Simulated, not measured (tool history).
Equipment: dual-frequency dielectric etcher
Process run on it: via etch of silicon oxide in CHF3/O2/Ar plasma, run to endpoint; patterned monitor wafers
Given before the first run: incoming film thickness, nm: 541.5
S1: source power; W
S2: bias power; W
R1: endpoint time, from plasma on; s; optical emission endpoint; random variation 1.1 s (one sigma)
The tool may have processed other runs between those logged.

Run 1, hour 0.0: S1 490 W, S2 193 W. Result: R1 294.27 s.
Run 2, hour 4.2: S1 580 W, S2 193 W. Result: R1 273.08 s.
Run 3, hour 12.7: S1 540 W, S2 188 W. Result: R1 285.23 s.
Run 4, hour 15.8: S1 600 W, S2 188 W. Result: R1 271.94 s.
Run 5, hour 19.7: S1 660 W, S2 188 W. Result: R1 260.46 s.
Run 6, hour 27.3: S1 590 W, S2 188 W. Result: R1 272.30 s.
Run 7, hour 28.2: S1 550 W, S2 182 W. Result: R1 285.61 s.
Run 8, hour 33.9: S1 520 W, S2 178 W. Result: R1 292.99 s.
Run 9, hour 34.6: S1 490 W, S2 174 W. Result: R1 302.49 s.

The next listed run, before its measurement:
Run 10, hour 37.6: S1 460 W, S2 171 W. Result: R1 ?.

For run 10 the tool returned R1 314.47 s.
